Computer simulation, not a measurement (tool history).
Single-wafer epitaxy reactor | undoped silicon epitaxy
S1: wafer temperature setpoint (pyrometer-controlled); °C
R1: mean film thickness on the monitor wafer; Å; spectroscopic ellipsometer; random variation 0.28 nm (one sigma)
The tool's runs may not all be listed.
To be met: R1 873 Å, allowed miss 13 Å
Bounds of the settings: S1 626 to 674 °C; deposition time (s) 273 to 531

run 1 day=0 | S1=650 deposition_time_(s)=402 | R1=688.54
run 2 day=0.121 | S1=653 deposition_time_(s)=402 | R1=741.36
run 3 day=0.246 | S1=655 deposition_time_(s)=402 | R1=775.55
run 4 day=0.388 | S1=657 deposition_time_(s)=402 | R1=804.76
run 5 day=0.692 | S1=657 deposition_time_(s)=380 | R1=761.58
run 6 day=0.921 | S1=651 deposition_time_(s)=380 | R1=664.89
run 7 day=1.05 | S1=655 deposition_time_(s)=380 | R1=725.52
run 8 day=1.171 | S1=657 deposition_time_(s)=380 | R1=759.5
run 9 day=1.533 | S1=657 deposition_time_(s)=380 | R1=761.39
run 10 day=1.604 | S1=664 deposition_time_(s)=381 | R1=888.2

4 next moves are on the table. One of them brings every result within its allowed miss. Which?
run A day=1.675 | S1=661 deposition_time_(s)=400 | R1=?
run B day=1.675 | S1=661 deposition_time_(s)=416 | R1=?
run C day=1.675 | S1=666 deposition_time_(s)=377 | R1=?
run D day=1.675 | S1=665 deposition_time_(s)=386 | R1=?

move=A R1=876.77
move=B R1=911.84
move=C R1=918.36
move=D R1=920.72
A: meets every target
B: further off than the last run
C: further off than the last run
D: further off than the last run
Answer: A
